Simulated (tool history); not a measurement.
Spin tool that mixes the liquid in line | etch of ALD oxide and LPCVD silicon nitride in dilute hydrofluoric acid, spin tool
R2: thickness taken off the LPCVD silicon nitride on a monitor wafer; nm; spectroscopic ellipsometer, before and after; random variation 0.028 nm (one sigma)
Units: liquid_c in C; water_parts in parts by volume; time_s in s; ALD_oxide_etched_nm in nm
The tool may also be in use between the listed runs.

Run 1, hour 0.0: liquid_c 25.0 C, water_parts 125 parts by volume, time_s 30 s. Result: ALD_oxide_etched_nm 8.6986 nm, R2 0.137030 nm.
Run 2, hour 4.1: liquid_c 26.5 C, water_parts 125 parts by volume, time_s 30 s. Result: ALD_oxide_etched_nm 9.1653 nm, R2 0.217390 nm.
Run 3, hour 10.2: liquid_c 26.5 C, water_parts 125 parts by volume, time_s 20 s. Result: ALD_oxide_etched_nm 6.1862 nm, R2 0.145630 nm.
Run 4, hour 18.3: liquid_c 26.5 C, water_parts 120 parts by volume, time_s 20 s. Result: ALD_oxide_etched_nm 6.4793 nm, R2 0.102280 nm.
Run 5, hour 21.3: liquid_c 24.0 C, water_parts 120 parts by volume, time_s 20 s. Result: ALD_oxide_etched_nm 5.9002 nm, R2 0.100540 nm.
Run 6, hour 25.4: liquid_c 25.0 C, water_parts 120 parts by volume, time_s 20 s. Result: ALD_oxide_etched_nm 6.1001 nm, R2 0.071328 nm.
Run 7, hour 32.1: liquid_c 26.0 C, water_parts 110 parts by volume, time_s 20 s. Result: ALD_oxide_etched_nm 7.0801 nm, R2 0.152170 nm.

The next listed run, before its measurement:
Run 8, hour 39.6: liquid_c 26.0 C, water_parts 110 parts by volume, time_s 20 s. Result: ALD_oxide_etched_nm ?, R2 ?.

Run 8 gave ALD_oxide_etched_nm 7.0003 nm, R2 0.120640 nm.
